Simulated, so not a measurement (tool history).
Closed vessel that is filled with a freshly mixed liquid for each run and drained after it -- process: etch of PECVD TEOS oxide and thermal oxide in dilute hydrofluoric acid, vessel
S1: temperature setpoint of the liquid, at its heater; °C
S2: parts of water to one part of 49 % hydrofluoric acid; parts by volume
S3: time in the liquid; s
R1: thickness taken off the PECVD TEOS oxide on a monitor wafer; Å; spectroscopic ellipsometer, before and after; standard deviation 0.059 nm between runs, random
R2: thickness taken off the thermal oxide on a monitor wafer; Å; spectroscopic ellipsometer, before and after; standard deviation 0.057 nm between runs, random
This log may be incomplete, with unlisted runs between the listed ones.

Run 1, hour 0: S1 24 °C, S2 115 parts by volume, S3 60 s. Result: R1 87.491 Å, R2 24.722 Å.
Run 2, hour 3.6: S1 25.5 °C, S2 115 parts by volume, S3 60 s. Result: R1 91.734 Å, R2 26.231 Å.
Run 3, hour 9.6: S1 25.5 °C, S2 115 parts by volume, S3 80 s. Result: R1 122.89 Å, R2 34.338 Å.
Run 4, hour 12.3: S1 28 °C, S2 115 parts by volume, S3 80 s. Result: R1 134.52 Å, R2 38.162 Å.
Run 5, hour 19.3: S1 28.5 °C, S2 115 parts by volume, S3 80 s. Result: R1 137.51 Å, R2 38.178 Å.
Run 6, hour 20.2: S1 29 °C, S2 115 parts by volume, S3 80 s. Result: R1 139.56 Å, R2 40.361 Å.

Forecast run 7:
Run 7, hour 27.9: S1 29 °C, S2 110 parts by volume, S3 80 s. Result: R1 ?, R2 ?.

R1: 148.22 Å
R2: 41.475 Å

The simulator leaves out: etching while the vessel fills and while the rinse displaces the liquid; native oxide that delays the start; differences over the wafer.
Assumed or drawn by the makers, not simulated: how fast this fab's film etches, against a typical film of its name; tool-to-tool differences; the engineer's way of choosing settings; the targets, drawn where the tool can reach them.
